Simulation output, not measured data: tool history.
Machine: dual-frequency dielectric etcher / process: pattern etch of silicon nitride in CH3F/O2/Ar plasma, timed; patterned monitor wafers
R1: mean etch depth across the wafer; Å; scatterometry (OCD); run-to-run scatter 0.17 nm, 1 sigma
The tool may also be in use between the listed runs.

Run 1, day 0.000: source power (kW) 0.520, bias power (kW) 0.082, etch time (s) 73. Result: R1 602.29 Å.
Run 2, day 0.075: source power (kW) 0.470, bias power (kW) 0.081, etch time (s) 73. Result: R1 581.40 Å.
Run 3, day 0.421: source power (kW) 0.470, bias power (kW) 0.086, etch time (s) 73. Result: R1 602.30 Å.
Run 4, day 0.521: source power (kW) 0.470, bias power (kW) 0.078, etch time (s) 73. Result: R1 567.09 Å.
Run 5, day 0.754: source power (kW) 0.440, bias power (kW) 0.078, etch time (s) 73. Result: R1 561.66 Å.
Run 6, day 0.800: source power (kW) 0.440, bias power (kW) 0.086, etch time (s) 73. Result: R1 589.88 Å.
Run 7, day 1.062: source power (kW) 0.410, bias power (kW) 0.084, etch time (s) 73. Result: R1 573.41 Å.

For run 8, what comes out?
Run 8, day 1.221: source power (kW) 0.390, bias power (kW) 0.082, etch time (s) 73. Result: R1 ?.

Logged for run 8: R1 559.04 Å.

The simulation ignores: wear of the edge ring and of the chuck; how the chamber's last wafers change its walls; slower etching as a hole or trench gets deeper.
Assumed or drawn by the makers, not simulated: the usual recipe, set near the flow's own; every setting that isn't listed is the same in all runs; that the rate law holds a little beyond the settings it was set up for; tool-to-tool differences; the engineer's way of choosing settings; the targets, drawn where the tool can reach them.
